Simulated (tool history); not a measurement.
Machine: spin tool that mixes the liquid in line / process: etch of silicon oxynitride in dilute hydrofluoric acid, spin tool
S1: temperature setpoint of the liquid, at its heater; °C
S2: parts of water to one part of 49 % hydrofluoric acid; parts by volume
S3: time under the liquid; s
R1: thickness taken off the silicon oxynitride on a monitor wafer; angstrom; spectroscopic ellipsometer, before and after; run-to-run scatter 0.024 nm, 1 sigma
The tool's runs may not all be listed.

{"run": 1, "hour": 0.0, "S1": 23.0, "S2": 90, "S3": 85, "R1": 13.041}
{"run": 2, "hour": 7.7, "S1": 24.0, "S2": 90, "S3": 85, "R1": 13.755}
{"run": 3, "hour": 15.0, "S1": 24.0, "S2": 110, "S3": 85, "R1": 10.862}
{"run": 4, "hour": 15.6, "S1": 26.5, "S2": 110, "S3": 85, "R1": 12.4}
{"run": 5, "hour": 19.5, "S1": 26.5, "S2": 110, "S3": 85, "R1": 12.48}
{"run": 6, "hour": 25.7, "S1": 24.5, "S2": 110, "S3": 85, "R1": 11.504}
{"run": 7, "hour": 28.4, "S1": 25.5, "S2": 105, "S3": 85, "R1": 12.228}
{"run": 8, "hour": 36.8, "S1": 26.5, "S2": 100, "S3": 85, "R1": 13.765}
{"run": 9, "hour": 40.9, "S1": 27.5, "S2": 100, "S3": 85, "R1": 14.331}
{"run": 10, "hour": 44.3, "S1": 28.0, "S2": 100, "S3": 85, "R1": 14.718}
{"run": 11, "hour": 45.6, "S1": 28.5, "S2": 100, "S3": 85, "R1": 14.981}
{"run": 12, "hour": 46.8, "S1": 29.0, "S2": 100, "S3": 85, "R1": 15.816}

Run 13 is up next; what results do you expect?
{"run": 13, "hour": 54.5, "S1": 29.5, "S2": 100, "S3": 85, "R1": "?"}

For run 13 the tool returned R1 15.780 angstrom.
